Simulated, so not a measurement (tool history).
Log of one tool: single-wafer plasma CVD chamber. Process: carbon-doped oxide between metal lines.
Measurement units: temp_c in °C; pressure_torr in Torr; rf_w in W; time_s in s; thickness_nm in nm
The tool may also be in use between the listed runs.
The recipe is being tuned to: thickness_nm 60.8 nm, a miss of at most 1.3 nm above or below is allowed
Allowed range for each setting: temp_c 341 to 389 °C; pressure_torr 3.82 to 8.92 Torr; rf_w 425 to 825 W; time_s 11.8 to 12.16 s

run    day  temp_c  pressure_torr  rf_w  time_s  thickness_nm
  1      0     365           6.37   625    11.8        55.552
  2  0.208     365           5.96   625    11.8        54.346
  3  0.262     365           5.96   590    11.8        53.266
  4  0.367     365           6.99   590    11.8        53.683
  5  0.392     365           7.55   590    11.8        53.696
  6    0.6     358           7.55   590    11.8        55.112
  7  0.862     357           7.59   600   11.81        55.279
  8    1.1     357            7.6   615   11.83        56.785
     1.146  -- thermocouple changed; heater temperature recalibrated
  9  1.146     356           7.64   625   11.84        56.292
 10  1.508     356           7.65   640   11.87        57.235
 11  1.812     356           7.66   650   11.89         58.34
 12  1.938     356           7.68   655    11.9        58.628
 13    2.2     356           7.68   655    11.9        57.984
 14  2.467     355           7.69   665   11.91        59.316
 15  2.621     355            7.7   670   11.91        59.222

Exercise: of the 5 proposed moves below, exactly one satisfies all targets within the stated allowed misses. Which move is it?
  A  2.775     353           7.76   665    11.8             ?
  B  2.775     355           8.25   665   12.16             ?
  C  2.775     351           8.06   630    11.8             ?
  D  2.775     366           6.99   650   12.16             ?
  E  2.775     357           6.81   665    11.8             ?

move  thickness_nm
   A        58.942
   B        60.488
   C        57.675
   D        57.461
   E        57.916
A: further off than the last run
B: all results land within tolerance of their targets
C: further off than the last run
D: further off than the last run
E: further off than the last run
Go with B: it meets all targets.
